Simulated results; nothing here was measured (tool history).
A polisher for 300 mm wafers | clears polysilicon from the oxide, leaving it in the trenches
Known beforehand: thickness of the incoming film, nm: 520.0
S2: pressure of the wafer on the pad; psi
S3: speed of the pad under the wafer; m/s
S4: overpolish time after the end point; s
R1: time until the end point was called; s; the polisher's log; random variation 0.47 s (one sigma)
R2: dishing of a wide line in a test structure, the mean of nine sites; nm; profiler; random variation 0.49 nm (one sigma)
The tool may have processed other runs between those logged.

Run 1, hour 0.0: flow of slurry (ml/min) 235, S2 3.2 psi, S3 0.84 m/s, S4 9 s. Result: R1 48.701 s, R2 41.308 nm.
Run 2, hour 5.7: flow of slurry (ml/min) 235, S2 2.6 psi, S3 0.84 m/s, S4 9 s. Result: R1 59.133 s, R2 39.130 nm.
Run 3, hour 13.2: flow of slurry (ml/min) 235, S2 3.2 psi, S3 0.86 m/s, S4 8 s. Result: R1 47.743 s, R2 40.351 nm.
Run 4, hour 21.4: flow of slurry (ml/min) 260, S2 3.2 psi, S3 0.86 m/s, S4 8 s. Result: R1 47.086 s, R2 41.082 nm.
Run 5, hour 29.8: flow of slurry (ml/min) 260, S2 3.2 psi, S3 1.02 m/s, S4 8 s. Result: R1 40.800 s, R2 41.843 nm.
Run 6, hour 33.8: flow of slurry (ml/min) 260, S2 3.2 psi, S3 1.02 m/s, S4 5 s. Result: R1 39.663 s, R2 36.121 nm.
Run 7, hour 36.1: flow of slurry (ml/min) 260, S2 3.4 psi, S3 1.02 m/s, S4 5 s. Result: R1 37.835 s, R2 36.545 nm.

Estimate the outcome of run 8 from the log above:
Run 8, hour 39.6: flow of slurry (ml/min) 260, S2 3.4 psi, S3 1.02 m/s, S4 5 s. Result: R1 ?, R2 ?.

R1: 37.829 s
R2: 36.694 nm
